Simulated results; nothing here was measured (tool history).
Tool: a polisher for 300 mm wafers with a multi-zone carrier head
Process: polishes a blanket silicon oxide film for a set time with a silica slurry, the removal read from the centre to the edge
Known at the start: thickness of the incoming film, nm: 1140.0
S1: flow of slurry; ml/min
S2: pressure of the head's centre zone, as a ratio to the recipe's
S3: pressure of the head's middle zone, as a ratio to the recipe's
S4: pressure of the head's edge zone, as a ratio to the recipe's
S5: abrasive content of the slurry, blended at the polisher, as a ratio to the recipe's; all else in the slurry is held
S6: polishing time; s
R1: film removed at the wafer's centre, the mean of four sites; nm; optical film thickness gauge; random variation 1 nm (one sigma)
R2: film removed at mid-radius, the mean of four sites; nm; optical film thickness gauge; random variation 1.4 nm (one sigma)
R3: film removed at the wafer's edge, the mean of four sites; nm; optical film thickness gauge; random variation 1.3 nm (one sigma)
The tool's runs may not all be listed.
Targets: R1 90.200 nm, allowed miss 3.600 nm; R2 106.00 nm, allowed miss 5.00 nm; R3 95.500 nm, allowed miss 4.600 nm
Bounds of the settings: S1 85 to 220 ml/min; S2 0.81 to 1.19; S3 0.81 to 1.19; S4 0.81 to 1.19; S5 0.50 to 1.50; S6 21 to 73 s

run	day	S1	S2	S3	S4	S5	S6	R1	R2	R3
1	0.000	140	1.00	1.00	1.00	1.00	47	125.590	124.21	130.320
2	0.275	140	1.00	1.00	0.93	1.00	47	124.930	122.55	127.690
3	0.500	140	0.94	1.00	0.93	1.00	47	115.940	128.38	124.430
4	0.775	140	0.94	1.00	0.93	1.00	41	101.900	111.12	109.770
5	0.879	140	0.94	1.06	0.93	1.00	41	102.370	114.37	109.900
6	1.217	140	0.94	1.06	0.93	0.85	41	97.111	109.69	103.620
7	1.396	140	0.94	1.06	0.92	0.85	41	94.609	107.94	105.130
8	1.712	140	0.94	1.07	0.91	0.85	41	95.087	106.28	103.450
9	1.800	140	0.94	1.08	0.90	0.85	41	96.205	111.18	101.190

Which of these 5 next moves meets every target?
A	1.888	155	1.00	1.14	0.83	0.85	41	?	?	?
B	1.888	210	1.05	1.17	0.86	0.85	36	?	?	?
C	1.888	210	0.83	1.04	0.98	0.70	44	?	?	?
D	1.888	115	0.91	1.10	0.82	1.20	36	?	?	?
E	1.888	90	0.84	0.99	0.98	0.80	48	?	?	?

move	R1	R2	R3
A	103.690	116.33	100.830
B	100.420	109.59	92.978
C	91.625	111.68	110.680
D	89.163	106.50	96.480
E	87.549	103.73	112.940
A: further off than the last run
B: further off than the last run
C: brings the result that was furthest off to its target, and leaves another outside
D: meets every target
E: brings the result that was furthest off to its target, and leaves another outside
Move D is the one to make.

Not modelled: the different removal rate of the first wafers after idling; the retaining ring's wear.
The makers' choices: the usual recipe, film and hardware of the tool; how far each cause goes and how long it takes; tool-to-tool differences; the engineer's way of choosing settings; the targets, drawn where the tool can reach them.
